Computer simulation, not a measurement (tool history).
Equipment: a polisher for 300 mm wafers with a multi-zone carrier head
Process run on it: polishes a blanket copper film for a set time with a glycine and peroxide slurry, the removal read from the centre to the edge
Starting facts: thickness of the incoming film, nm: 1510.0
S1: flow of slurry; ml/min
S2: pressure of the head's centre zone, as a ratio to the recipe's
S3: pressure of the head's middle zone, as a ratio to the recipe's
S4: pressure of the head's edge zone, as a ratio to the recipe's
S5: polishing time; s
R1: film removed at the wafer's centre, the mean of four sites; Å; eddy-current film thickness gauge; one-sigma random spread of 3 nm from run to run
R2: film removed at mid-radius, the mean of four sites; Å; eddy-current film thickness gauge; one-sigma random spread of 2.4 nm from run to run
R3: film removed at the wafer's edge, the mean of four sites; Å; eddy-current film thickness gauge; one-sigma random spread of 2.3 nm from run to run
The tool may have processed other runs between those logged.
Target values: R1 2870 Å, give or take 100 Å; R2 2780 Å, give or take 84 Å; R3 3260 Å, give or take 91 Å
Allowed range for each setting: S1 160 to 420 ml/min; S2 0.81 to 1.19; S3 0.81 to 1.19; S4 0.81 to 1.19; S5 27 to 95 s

Run 1, day 0: S1 270 ml/min, S2 1, S3 1, S4 1, S5 61 s. Result: R1 2479.7 Å, R2 2583.7 Å, R3 2578.8 Å.
Run 2, day 0.35: S1 275 ml/min, S2 1, S3 0.98, S4 1.04, S5 63 s. Result: R1 2549.4 Å, R2 2618.7 Å, R3 2733.2 Å.
Run 3, day 0.538: S1 275 ml/min, S2 1, S3 0.98, S4 1.04, S5 51 s. Result: R1 2090.4 Å, R2 2122.2 Å, R3 2204.8 Å.
Run 4, day 0.733: S1 330 ml/min, S2 1, S3 0.98, S4 1.04, S5 51 s. Result: R1 2155.4 Å, R2 2219 Å, R3 2266.9 Å.
Run 5, day 0.758: S1 325 ml/min, S2 1, S3 0.97, S4 1.07, S5 55 s. Result: R1 2296.4 Å, R2 2296.1 Å, R3 2460.9 Å.
Run 6, day 1.042: S1 325 ml/min, S2 1, S3 0.97, S4 1.1, S5 55 s. Result: R1 2319.3 Å, R2 2322 Å, R3 2502.5 Å.
Run 7, day 1.367: S1 325 ml/min, S2 1, S3 0.96, S4 1.12, S5 58 s. Result: R1 2425.7 Å, R2 2371.6 Å, R3 2652.6 Å.
Run 8, day 1.404: S1 330 ml/min, S2 1, S3 0.96, S4 1.13, S5 60 s. Result: R1 2516.4 Å, R2 2533.2 Å, R3 2782.4 Å.
Run 9, day 1.608: S1 335 ml/min, S2 1, S3 0.95, S4 1.14, S5 62 s. Result: R1 2604.3 Å, R2 2568.5 Å, R3 2898.1 Å.
Run 10, day 1.879: S1 335 ml/min, S2 1, S3 0.95, S4 1.14, S5 62 s. Result: R1 2611.9 Å, R2 2570.5 Å, R3 2900.5 Å.
Run 11, day 2.225: S1 340 ml/min, S2 1, S3 0.95, S4 1.15, S5 63 s. Result: R1 2645.9 Å, R2 2648.1 Å, R3 2925.6 Å.
Run 12, day 2.271: S1 340 ml/min, S2 1, S3 0.94, S4 1.16, S5 64 s. Result: R1 2725.4 Å, R2 2604.9 Å, R3 2966.3 Å.
Run 13, day 2.496: S1 340 ml/min, S2 0.99, S3 0.94, S4 1.17, S5 65 s. Result: R1 2662.7 Å, R2 2706.1 Å, R3 3028.1 Å.
Run 14, day 2.833: S1 345 ml/min, S2 0.99, S3 0.93, S4 1.17, S5 66 s. Result: R1 2769.2 Å, R2 2715.7 Å, R3 3060.6 Å.
At day 2.9: worn pad replaced by a new one.
Run 15, day 2.9: S1 320 ml/min, S2 1, S3 0.94, S4 1.17, S5 66 s. Result: R1 3026.8 Å, R2 2939.5 Å, R3 3336 Å.

Exercise: of the 4 proposed moves below, exactly one satisfies all targets within the stated allowed misses. Which move is it?
Run A, day 2.967: S1 360 ml/min, S2 0.99, S3 0.93, S4 1.11, S5 71 s. Result: R1 ?, R2 ?, R3 ?.
Run B, day 2.967: S1 275 ml/min, S2 1.04, S3 1.05, S4 1.1, S5 67 s. Result: R1 ?, R2 ?, R3 ?.
Run C, day 2.967: S1 350 ml/min, S2 1, S3 0.92, S4 1.19, S5 63 s. Result: R1 ?, R2 ?, R3 ?.
Run D, day 2.967: S1 305 ml/min, S2 0.94, S3 0.95, S4 1.19, S5 69 s. Result: R1 ?, R2 ?, R3 ?.

move      R1      R2      R3
   A  3184.4  3158.7  3565.3
   B  3043.9  3213.5  3275.5
   C  2841.8  2770.4  3273.7
   D  2912.8  3076.9  3548.1
A: the biggest miss grows against the last run
B: the biggest miss grows against the last run
C: all results in spec
D: the biggest miss grows against the last run
Answer: C

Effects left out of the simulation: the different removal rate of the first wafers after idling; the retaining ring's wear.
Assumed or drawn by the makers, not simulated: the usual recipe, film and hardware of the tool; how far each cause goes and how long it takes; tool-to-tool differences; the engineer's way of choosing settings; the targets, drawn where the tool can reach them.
